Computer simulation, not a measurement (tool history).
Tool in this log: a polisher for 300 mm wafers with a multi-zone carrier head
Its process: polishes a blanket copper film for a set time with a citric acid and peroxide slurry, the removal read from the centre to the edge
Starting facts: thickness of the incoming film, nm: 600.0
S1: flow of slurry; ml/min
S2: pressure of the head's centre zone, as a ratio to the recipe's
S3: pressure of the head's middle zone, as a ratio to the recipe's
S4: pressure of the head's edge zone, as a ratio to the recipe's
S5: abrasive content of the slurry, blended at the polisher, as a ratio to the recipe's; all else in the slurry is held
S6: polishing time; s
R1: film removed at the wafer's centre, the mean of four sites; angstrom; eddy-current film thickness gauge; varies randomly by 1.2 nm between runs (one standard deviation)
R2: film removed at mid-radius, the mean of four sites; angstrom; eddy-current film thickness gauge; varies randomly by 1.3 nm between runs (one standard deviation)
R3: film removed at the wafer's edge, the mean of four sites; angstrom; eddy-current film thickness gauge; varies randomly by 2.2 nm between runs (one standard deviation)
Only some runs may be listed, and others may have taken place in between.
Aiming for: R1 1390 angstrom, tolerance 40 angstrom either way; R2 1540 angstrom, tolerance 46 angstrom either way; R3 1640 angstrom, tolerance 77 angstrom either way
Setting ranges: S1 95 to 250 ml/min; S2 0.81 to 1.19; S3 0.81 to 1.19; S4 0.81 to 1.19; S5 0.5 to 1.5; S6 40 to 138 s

run	hour	S1	S2	S3	S4	S5	S6	R1	R2	R3
1	0	160	1	1	1	1	88	1887.9	1867.7	1955.1
2	5.8	160	1	1.04	1	1	88	1887.9	1927.9	1930.2
3	8.9	160	1	1.04	1	1	99	2141.4	2201.6	2178.8
4	11.5	160	1	1.04	0.96	1	99	2151.1	2195.6	2145.6
5	18.9	160	1	1.04	0.96	1	118	2582.4	2608.4	2494.9
6	27.6	160	1	1.04	0.96	0.85	118	2514	2506	2468.4
7	28.8	150	0.97	1.03	0.94	0.8	112	2199.1	2352.1	2270.7
8	36.2	145	0.96	1	0.92	0.75	107	2057	2108	2105
9	40.2	140	0.93	0.98	0.91	0.7	104	1896.3	1996.7	1979.1
10	44.6	100	0.83	0.88	0.94	0.5	92	1271.6	1404.5	1603.4
11	45.6	110	0.83	0.89	0.94	0.5	92	1321.7	1464.4	1625.7
# hour 47.9: worn pad replaced by a new one
12	47.9	115	0.83	0.89	0.94	0.5	92	1430.3	1580.5	1788.6

Exercise: of the 4 proposed moves below, exactly one satisfies all targets within the stated allowed misses. Which move is it?
A	50.2	125	0.81	0.93	0.93	0.5	85	?	?	?
B	50.2	95	0.84	0.9	0.85	0.5	94	?	?	?
C	50.2	100	0.82	0.88	0.93	0.65	86	?	?	?
D	50.2	100	0.81	0.94	0.92	0.5	89	?	?	?

move	R1	R2	R3
A	1309.1	1498.3	1642.1
B	1390.2	1507.2	1664.8
C	1323.4	1440.3	1681.5
D	1289.5	1500.4	1648.5
A: puts the biggest miss on target and leaves a different result outside tolerance
B: all results land within tolerance of their targets
C: puts the biggest miss on target and leaves a different result outside tolerance
D: puts the biggest miss on target and leaves a different result outside tolerance
Go with B: it meets all targets.
